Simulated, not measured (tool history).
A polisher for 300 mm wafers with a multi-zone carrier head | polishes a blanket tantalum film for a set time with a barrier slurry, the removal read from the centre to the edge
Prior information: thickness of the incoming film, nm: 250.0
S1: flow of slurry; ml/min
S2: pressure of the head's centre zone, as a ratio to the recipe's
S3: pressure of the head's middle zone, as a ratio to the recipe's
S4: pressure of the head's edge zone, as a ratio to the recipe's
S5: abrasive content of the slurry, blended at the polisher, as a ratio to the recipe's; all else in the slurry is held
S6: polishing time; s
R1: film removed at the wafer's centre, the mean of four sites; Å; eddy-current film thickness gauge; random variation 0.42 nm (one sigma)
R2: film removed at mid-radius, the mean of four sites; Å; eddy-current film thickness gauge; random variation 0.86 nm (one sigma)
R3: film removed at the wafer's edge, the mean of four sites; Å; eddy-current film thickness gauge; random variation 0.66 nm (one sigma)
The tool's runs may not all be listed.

run	hour	S1	S2	S3	S4	S5	S6	R1	R2	R3
1	0	270	1	1	1	1	47	882.11	863.85	885.73
2	5.3	270	1	1	1	0.85	47	850.04	833.05	838.08
3	7.3	265	1	0.97	0.99	0.8	46	814.35	795.73	816.4
4	14.9	270	1.02	0.95	0.99	0.75	45	798.44	742.79	790.83
5	23.8	215	1.02	0.95	0.99	0.75	45	774.64	748.58	779.2
6	26.9	215	1.02	0.87	0.99	0.75	45	790.54	715.62	781.81

The next listed run, before its measurement:
7	29.4	230	1.02	0.86	0.98	0.7	44	?	?	?

{"run 7": {"R1": 759.82, "R2": 696.24, "R3": 729.84}}

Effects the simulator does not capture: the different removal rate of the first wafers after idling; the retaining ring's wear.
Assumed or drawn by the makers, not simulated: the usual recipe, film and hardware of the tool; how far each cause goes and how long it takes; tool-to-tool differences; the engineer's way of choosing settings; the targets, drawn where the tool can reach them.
